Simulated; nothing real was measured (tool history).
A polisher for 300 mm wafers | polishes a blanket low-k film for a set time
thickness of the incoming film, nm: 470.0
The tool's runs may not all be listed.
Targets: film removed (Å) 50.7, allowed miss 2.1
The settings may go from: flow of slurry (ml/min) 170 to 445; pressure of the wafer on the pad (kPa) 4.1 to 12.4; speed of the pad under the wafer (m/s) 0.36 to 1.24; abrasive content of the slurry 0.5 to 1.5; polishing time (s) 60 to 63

run,hour,flow of slurry (ml/min),pressure of the wafer on the pad (kPa),speed of the pad under the wafer (m/s),abrasive content of the slurry,polishing time (s),film removed (Å)
1,0,285,8.3,0.8,1,60,124.14
2,2.9,285,8.3,0.8,0.9,60,120.11
3,3.4,285,7.6,0.76,0.9,60,106.11
4,4.7,285,6.9,0.72,0.9,60,94.287
5,8.4,285,6.9,0.72,0.9,60,94.249
6,13.5,285,8.3,0.72,0.9,60,112.54
7,16.3,285,7.6,0.68,0.9,60,99.029
8,17.3,285,6.9,0.64,0.9,60,90.185
9,17.8,285,6.9,0.6,0.9,60,86.658
# hour 26.2: conditioning disc replaced and pad reconditioned
10,26.2,285,6.9,0.58,0.9,60,91.351
11,28.8,285,6.9,0.56,0.85,60,88.847
12,35.7,270,6.9,0.54,0.8,60,82.155
13,42.7,265,6.9,0.52,0.8,60,80.818
14,44.5,260,6.9,0.5,0.8,60,78.195
15,47.2,255,6.9,0.5,0.8,60,79.62
16,51.1,250,6.9,0.48,0.8,60,75.427
17,57.8,240,6.9,0.48,0.8,60,76.775
18,62.3,235,6.9,0.48,0.8,60,76.239
19,66.1,230,6.9,0.48,0.8,60,76.974
20,68.7,230,6.9,0.46,0.8,60,75.208
21,73.6,225,6.9,0.46,0.8,60,73.485

4 next moves are on the table. One of them brings every result within its allowed miss. Which?
A,78.5,280,6.2,0.38,0.65,60,?
B,78.5,170,8.3,0.36,0.9,62,?
C,78.5,200,6.9,0.52,0.85,63,?
D,78.5,250,4.8,0.56,0.6,60,?

move,film removed (Å)
A,56.351
B,83.723
C,84.026
D,49.825
A: nearer than the last run, and not there yet
B: further off than the last run
C: further off than the last run
D: meets every target
The right move is D.

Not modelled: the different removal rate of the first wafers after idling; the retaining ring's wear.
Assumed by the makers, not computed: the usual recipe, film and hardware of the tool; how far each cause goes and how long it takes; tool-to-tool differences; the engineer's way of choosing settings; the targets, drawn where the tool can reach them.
